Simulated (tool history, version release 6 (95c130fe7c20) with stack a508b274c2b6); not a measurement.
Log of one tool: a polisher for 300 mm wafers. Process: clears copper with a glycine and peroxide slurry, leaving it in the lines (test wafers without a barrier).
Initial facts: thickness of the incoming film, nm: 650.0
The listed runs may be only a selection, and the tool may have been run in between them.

run,day,flow of slurry (ml/min),pressure of the wafer on the pad (psi),speed of the pad under the wafer (cm/s),overpolish time after the end point (s),time until the end point was called (s),dishing of a wide line in a test structure (angstrom)
1,0,255,3.3,86,12,151.64,349.06
2,0.317,255,3.3,72,12,168.99,318.71
3,0.383,255,3.3,72,10,164.92,277.77
4,0.404,220,3.3,72,10,172.62,270.55
5,0.442,285,3.3,72,10,159.94,279.14
6,0.592,285,3.8,72,10,146.66,308.15
7,0.908,280,3.7,72,11,151.59,322.65
8,1.217,275,3.6,72,12,153.91,339.44

Expected results for the next run?
9,1.438,270,3.5,72,13,?,?

time until the end point was called (s): 160.45
dishing of a wide line in a test structure (angstrom): 363.46

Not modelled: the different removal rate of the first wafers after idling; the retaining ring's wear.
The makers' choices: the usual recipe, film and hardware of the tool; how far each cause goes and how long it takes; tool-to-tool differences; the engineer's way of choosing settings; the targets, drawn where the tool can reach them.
